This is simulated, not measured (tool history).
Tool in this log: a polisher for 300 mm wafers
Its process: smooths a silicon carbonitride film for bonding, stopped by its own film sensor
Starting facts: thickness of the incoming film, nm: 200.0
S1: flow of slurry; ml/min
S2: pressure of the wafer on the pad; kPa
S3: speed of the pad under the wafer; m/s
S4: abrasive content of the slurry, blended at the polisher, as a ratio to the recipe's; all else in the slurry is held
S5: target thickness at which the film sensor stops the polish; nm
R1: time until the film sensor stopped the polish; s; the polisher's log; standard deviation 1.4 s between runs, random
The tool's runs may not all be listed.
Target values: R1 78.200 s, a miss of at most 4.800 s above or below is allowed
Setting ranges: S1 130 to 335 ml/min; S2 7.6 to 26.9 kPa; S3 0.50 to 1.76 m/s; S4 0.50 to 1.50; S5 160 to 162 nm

run,hour,S1,S2,S3,S4,S5,R1
1,0.0,215,17.2,1.12,1.00,162,127.110
2,2.3,215,19.3,1.14,1.00,162,112.070
3,3.9,215,20.7,1.16,1.00,162,102.950
4,11.3,215,22.1,1.18,1.00,162,96.960
5,13.6,215,22.1,1.18,0.85,162,107.130
6,18.3,215,23.4,1.22,0.85,162,99.178
7,20.7,215,24.1,1.26,0.85,162,91.149
8,27.1,215,24.8,1.28,0.85,162,87.623
9,34.5,215,25.5,1.28,0.85,162,85.355

Which one of the following 5 next-run settings gets every result inside its allowed miss? There is exactly one.
A,41.9,230,26.2,1.26,0.95,162,?
B,41.9,185,24.1,1.30,0.75,162,?
C,41.9,200,26.2,1.20,0.80,161,?
D,41.9,175,23.4,1.14,1.00,162,?
E,41.9,250,24.1,1.18,0.90,160,?

move,R1
A,79.005
B,97.343
C,93.887
D,94.848
E,97.223
A: in spec on every target
B: the biggest miss grows against the last run
C: the biggest miss grows against the last run
D: the biggest miss grows against the last run
E: the biggest miss grows against the last run
Go with A: it meets all targets.

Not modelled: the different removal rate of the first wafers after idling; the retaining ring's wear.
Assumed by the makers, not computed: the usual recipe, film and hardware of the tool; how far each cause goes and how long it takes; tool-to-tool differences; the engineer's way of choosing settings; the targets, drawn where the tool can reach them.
